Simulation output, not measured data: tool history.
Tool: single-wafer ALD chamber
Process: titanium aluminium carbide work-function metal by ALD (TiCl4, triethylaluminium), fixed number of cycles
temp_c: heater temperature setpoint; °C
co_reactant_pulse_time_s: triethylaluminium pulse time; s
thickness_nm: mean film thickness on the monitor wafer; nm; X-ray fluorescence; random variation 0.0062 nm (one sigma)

Run 1, hour 0: temp_c 325 °C, co_reactant_pulse_time_s 14.87 s. Result: thickness_nm 2.4502 nm.
Run 2, hour 8.5: temp_c 325 °C, co_reactant_pulse_time_s 11.3 s. Result: thickness_nm 2.4177 nm.
Run 3, hour 16.4: temp_c 334 °C, co_reactant_pulse_time_s 11.3 s. Result: thickness_nm 2.4992 nm.
Run 4, hour 21.2: temp_c 324 °C, co_reactant_pulse_time_s 11.3 s. Result: thickness_nm 2.4121 nm.
Run 5, hour 23.9: temp_c 324 °C, co_reactant_pulse_time_s 14.9 s. Result: thickness_nm 2.4524 nm.
Run 6, hour 29.8: temp_c 324 °C, co_reactant_pulse_time_s 16.62 s. Result: thickness_nm 2.4426 nm.
At hour 31.6: thermocouple changed; heater temperature recalibrated.
Run 7, hour 31.6: temp_c 319 °C, co_reactant_pulse_time_s 13.95 s. Result: thickness_nm 2.3431 nm.

Run 8 comes next. What will it give?
Run 8, hour 34.2: temp_c 315 °C, co_reactant_pulse_time_s 13.59 s. Result: thickness_nm ?.

Run 8 gave thickness_nm 2.2965 nm.
